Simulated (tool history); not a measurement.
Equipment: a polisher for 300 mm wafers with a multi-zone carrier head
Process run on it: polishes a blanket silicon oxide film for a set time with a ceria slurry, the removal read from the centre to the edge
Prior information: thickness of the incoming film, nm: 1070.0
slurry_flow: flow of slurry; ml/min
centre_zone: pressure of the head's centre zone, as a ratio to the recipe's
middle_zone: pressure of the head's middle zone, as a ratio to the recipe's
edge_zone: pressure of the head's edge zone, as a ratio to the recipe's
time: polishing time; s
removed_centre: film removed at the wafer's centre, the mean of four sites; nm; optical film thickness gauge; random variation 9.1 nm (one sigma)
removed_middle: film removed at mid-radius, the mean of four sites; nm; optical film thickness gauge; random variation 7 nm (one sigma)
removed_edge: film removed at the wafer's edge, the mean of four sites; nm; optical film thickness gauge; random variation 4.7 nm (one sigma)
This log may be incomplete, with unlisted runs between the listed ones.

Run 1, hour 0: slurry_flow 265 ml/min, centre_zone 1, middle_zone 1, edge_zone 1, time 60 s. Result: removed_centre 404.04 nm, removed_middle 397.58 nm, removed_edge 412 nm.
Run 2, hour 2.3: slurry_flow 320 ml/min, centre_zone 1, middle_zone 1, edge_zone 1, time 60 s. Result: removed_centre 403.04 nm, removed_middle 402.81 nm, removed_edge 424.51 nm.
Run 3, hour 6.6: slurry_flow 315 ml/min, centre_zone 1.02, middle_zone 1.01, edge_zone 1.01, time 63 s. Result: removed_centre 433.41 nm, removed_middle 419.91 nm, removed_edge 440.52 nm.
Run 4, hour 10.8: slurry_flow 360 ml/min, centre_zone 1.02, middle_zone 1.01, edge_zone 1.01, time 63 s. Result: removed_centre 450.19 nm, removed_middle 437.69 nm, removed_edge 444.93 nm.
Run 5, hour 12.6: slurry_flow 360 ml/min, centre_zone 1.03, middle_zone 1.01, edge_zone 1.02, time 65 s. Result: removed_centre 463.02 nm, removed_middle 454.93 nm, removed_edge 462.24 nm.
Run 6, hour 21.1: slurry_flow 360 ml/min, centre_zone 1.05, middle_zone 1, edge_zone 1.03, time 67 s. Result: removed_centre 480.4 nm, removed_middle 455.85 nm, removed_edge 476.47 nm.
Run 7, hour 23.3: slurry_flow 360 ml/min, centre_zone 1.07, middle_zone 1, edge_zone 1.03, time 69 s. Result: removed_centre 508.04 nm, removed_middle 463.37 nm, removed_edge 488.64 nm.
Run 8, hour 24.3: slurry_flow 360 ml/min, centre_zone 1.08, middle_zone 1.01, edge_zone 1.04, time 71 s. Result: removed_centre 527.1 nm, removed_middle 496.39 nm, removed_edge 501.61 nm.
Run 9, hour 29.9: slurry_flow 375 ml/min, centre_zone 1.16, middle_zone 0.96, edge_zone 1.11, time 79 s. Result: removed_centre 637.18 nm, removed_middle 522.52 nm, removed_edge 580.62 nm.

For run 10, what comes out?
Run 10, hour 34.6: slurry_flow 375 ml/min, centre_zone 1.16, middle_zone 0.96, edge_zone 1.11, time 79 s. Result: removed_centre ?, removed_middle ?, removed_edge ?.

{"run 10": {"removed_centre": 644.04, "removed_middle": 520.63, "removed_edge": 580.04}}
